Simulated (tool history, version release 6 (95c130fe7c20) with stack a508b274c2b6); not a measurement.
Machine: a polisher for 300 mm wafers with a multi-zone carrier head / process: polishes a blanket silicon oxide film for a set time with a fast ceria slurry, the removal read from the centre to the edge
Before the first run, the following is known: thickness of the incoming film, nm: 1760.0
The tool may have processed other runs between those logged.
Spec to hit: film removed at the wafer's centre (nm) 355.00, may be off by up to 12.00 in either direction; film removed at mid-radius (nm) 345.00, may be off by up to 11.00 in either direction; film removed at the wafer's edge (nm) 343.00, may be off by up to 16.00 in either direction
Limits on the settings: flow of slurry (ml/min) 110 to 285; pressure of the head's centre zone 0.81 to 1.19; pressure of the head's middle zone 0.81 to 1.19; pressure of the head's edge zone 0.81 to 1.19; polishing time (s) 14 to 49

| run | day | flow of slurry (ml/min) | pressure of the head's centre zone | pressure of the head's middle zone | pressure of the head's edge zone | polishing time (s) | film removed at the wafer's centre (nm) | film removed at mid-radius (nm) | film removed at the wafer's edge (nm) |
|---|---|---|---|---|---|---|---|---|---|
| 1 | 0.000 | 180 | 1.00 | 1.00 | 1.00 | 31 | 445.23 | 452.40 | 453.82 |
| 2 | 0.304 | 180 | 1.00 | 0.94 | 1.00 | 31 | 441.94 | 426.65 | 452.20 |
| 3 | 0.538 | 175 | 1.00 | 0.94 | 0.97 | 30 | 419.70 | 421.41 | 433.53 |
| 4 | 0.742 | 175 | 0.95 | 0.94 | 0.97 | 30 | 408.34 | 419.73 | 428.85 |
| 5 | 0.812 | 175 | 0.97 | 0.92 | 0.94 | 29 | 405.76 | 390.11 | 406.68 |
| 6 | 0.962 | 175 | 0.97 | 0.92 | 0.94 | 33 | 450.92 | 450.08 | 470.84 |
| 7 | 1.275 | 170 | 0.94 | 0.91 | 0.84 | 24 | 317.44 | 324.55 | 322.83 |
| 8 | 1.492 | 180 | 0.95 | 0.91 | 0.85 | 24 | 325.07 | 327.10 | 331.01 |
| 9 | 1.858 | 190 | 0.96 | 0.92 | 0.85 | 24 | 331.76 | 332.77 | 327.46 |
| 10 | 2.125 | 195 | 0.97 | 0.92 | 0.86 | 24 | 331.73 | 331.67 | 325.18 |
| 11 | 2.496 | 195 | 0.98 | 0.92 | 0.87 | 24 | 338.31 | 332.04 | 330.06 |

Which single option among these 5 for the next run brings every result within its allowed miss of target? Just one does.
| A | 2.867 | 115 | 0.93 | 0.94 | 0.88 | 24 | ? | ? | ? |
| B | 2.867 | 210 | 1.01 | 0.95 | 0.92 | 24 | ? | ? | ? |
| C | 2.867 | 225 | 1.11 | 0.99 | 0.89 | 22 | ? | ? | ? |
| D | 2.867 | 215 | 0.97 | 1.03 | 0.85 | 22 | ? | ? | ? |
| E | 2.867 | 125 | 0.92 | 0.90 | 0.89 | 26 | ? | ? | ? |

| move | film removed at the wafer's centre (nm) | film removed at mid-radius (nm) | film removed at the wafer's edge (nm) |
|---|---|---|---|
| A | 302.84 | 313.68 | 316.95 |
| B | 357.18 | 339.95 | 340.95 |
| C | 363.10 | 323.91 | 309.33 |
| D | 315.39 | 332.75 | 301.74 |
| E | 328.47 | 332.34 | 347.99 |
A: its largest miss is bigger than the last run's
B: in spec on every target
C: the furthest-off result lands on target, but another misses its tolerance
D: its largest miss is bigger than the last run's
E: its largest miss is bigger than the last run's
The move that meets every target is B.

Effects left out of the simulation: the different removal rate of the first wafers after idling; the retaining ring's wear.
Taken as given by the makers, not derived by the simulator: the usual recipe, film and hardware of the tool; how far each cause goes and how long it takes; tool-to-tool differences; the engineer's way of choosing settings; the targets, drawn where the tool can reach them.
